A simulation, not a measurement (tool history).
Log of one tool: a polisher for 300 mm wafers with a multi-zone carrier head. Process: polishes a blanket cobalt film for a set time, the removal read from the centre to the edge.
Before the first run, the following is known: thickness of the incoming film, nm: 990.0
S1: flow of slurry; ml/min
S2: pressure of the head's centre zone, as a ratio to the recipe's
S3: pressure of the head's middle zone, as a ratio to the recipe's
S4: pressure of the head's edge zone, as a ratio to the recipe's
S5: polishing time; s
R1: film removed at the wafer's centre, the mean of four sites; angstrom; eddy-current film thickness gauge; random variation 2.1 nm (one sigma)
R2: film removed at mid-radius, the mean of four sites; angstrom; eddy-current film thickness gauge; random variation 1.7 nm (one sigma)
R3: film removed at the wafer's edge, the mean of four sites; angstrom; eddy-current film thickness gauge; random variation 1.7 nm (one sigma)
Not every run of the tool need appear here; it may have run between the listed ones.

Run 1, hour 0.0: S1 180 ml/min, S2 1.00, S3 1.00, S4 1.00, S5 85 s. Result: R1 3541.0 angstrom, R2 3599.5 angstrom, R3 3524.7 angstrom.
Run 2, hour 4.3: S1 180 ml/min, S2 1.00, S3 1.00, S4 1.00, S5 98 s. Result: R1 4020.6 angstrom, R2 4125.7 angstrom, R3 4052.0 angstrom.
Run 3, hour 7.4: S1 170 ml/min, S2 0.97, S3 0.97, S4 0.98, S5 87 s. Result: R1 3504.7 angstrom, R2 3561.5 angstrom, R3 3534.1 angstrom.
Run 4, hour 8.7: S1 170 ml/min, S2 0.97, S3 0.97, S4 0.98, S5 71 s. Result: R1 2862.6 angstrom, R2 2894.5 angstrom, R3 2896.9 angstrom.
Run 5, hour 14.4: S1 160 ml/min, S2 0.94, S3 0.95, S4 0.97, S5 66 s. Result: R1 2521.2 angstrom, R2 2600.2 angstrom, R3 2651.1 angstrom.
At hour 15.2: edge zone pressure recalibrated.
Run 6, hour 15.2: S1 155 ml/min, S2 0.92, S3 0.93, S4 0.95, S5 63 s. Result: R1 2361.2 angstrom, R2 2423.6 angstrom, R3 2553.7 angstrom.
Run 7, hour 17.0: S1 150 ml/min, S2 0.91, S3 0.93, S4 0.93, S5 60 s. Result: R1 2223.4 angstrom, R2 2290.5 angstrom, R3 2389.4 angstrom.
Run 8, hour 17.7: S1 145 ml/min, S2 0.90, S3 0.92, S4 0.91, S5 58 s. Result: R1 2058.7 angstrom, R2 2217.8 angstrom, R3 2296.0 angstrom.
Run 9, hour 25.9: S1 145 ml/min, S2 0.90, S3 0.91, S4 0.90, S5 56 s. Result: R1 2038.1 angstrom, R2 2120.0 angstrom, R3 2186.1 angstrom.
Run 10, hour 32.1: S1 145 ml/min, S2 0.90, S3 0.91, S4 0.90, S5 56 s. Result: R1 2021.7 angstrom, R2 2095.2 angstrom, R3 2210.5 angstrom.
Run 11, hour 34.2: S1 140 ml/min, S2 0.89, S3 0.91, S4 0.88, S5 55 s. Result: R1 1966.4 angstrom, R2 2068.4 angstrom, R3 2146.8 angstrom.
Run 12, hour 35.7: S1 135 ml/min, S2 0.88, S3 0.90, S4 0.87, S5 55 s. Result: R1 1934.6 angstrom, R2 2035.6 angstrom, R3 2088.4 angstrom.

Run 13 comes next. What will it give?
Run 13, hour 36.8: S1 130 ml/min, S2 0.87, S3 0.89, S4 0.86, S5 55 s. Result: R1 ?, R2 ?, R3 ?.

Run 13 gave R1 1919.5 angstrom, R2 1969.4 angstrom, R3 2068.8 angstrom.
